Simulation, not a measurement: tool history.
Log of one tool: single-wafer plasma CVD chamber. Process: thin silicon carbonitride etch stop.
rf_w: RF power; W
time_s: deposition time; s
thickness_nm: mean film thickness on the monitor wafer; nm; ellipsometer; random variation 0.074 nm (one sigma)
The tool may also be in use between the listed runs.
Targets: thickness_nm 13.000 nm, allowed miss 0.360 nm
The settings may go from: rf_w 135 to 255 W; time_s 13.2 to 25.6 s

run 1 day=0.000 | rf_w=195 time_s=19.4 | thickness_nm=11.360
run 2 day=0.354 | rf_w=205 time_s=20.0 | thickness_nm=11.939
run 3 day=0.567 | rf_w=215 time_s=20.0 | thickness_nm=12.163
run 4 day=0.871 | rf_w=215 time_s=18.3 | thickness_nm=11.057
run 5 day=0.938 | rf_w=235 time_s=18.3 | thickness_nm=11.353
run 6 day=1.233 | rf_w=240 time_s=19.0 | thickness_nm=11.779
run 7 day=1.325 | rf_w=240 time_s=19.6 | thickness_nm=12.292
run 8 day=1.646 | rf_w=240 time_s=19.9 | thickness_nm=12.426
run 9 day=1.867 | rf_w=240 time_s=20.1 | thickness_nm=12.404

4 next moves are on the table. One of them brings every result within its allowed miss. Which?
run A day=2.088 | rf_w=255 time_s=22.1 | thickness_nm=?
run B day=2.088 | rf_w=215 time_s=19.8 | thickness_nm=?
run C day=2.088 | rf_w=245 time_s=18.0 | thickness_nm=?
run D day=2.088 | rf_w=235 time_s=21.1 | thickness_nm=?

move=A thickness_nm=14.130
move=B thickness_nm=12.041
move=C thickness_nm=11.374
move=D thickness_nm=13.171
A: takes the result that was furthest off past its target
B: further off than the last run
C: further off than the last run
D: meets every target
The right move is D.
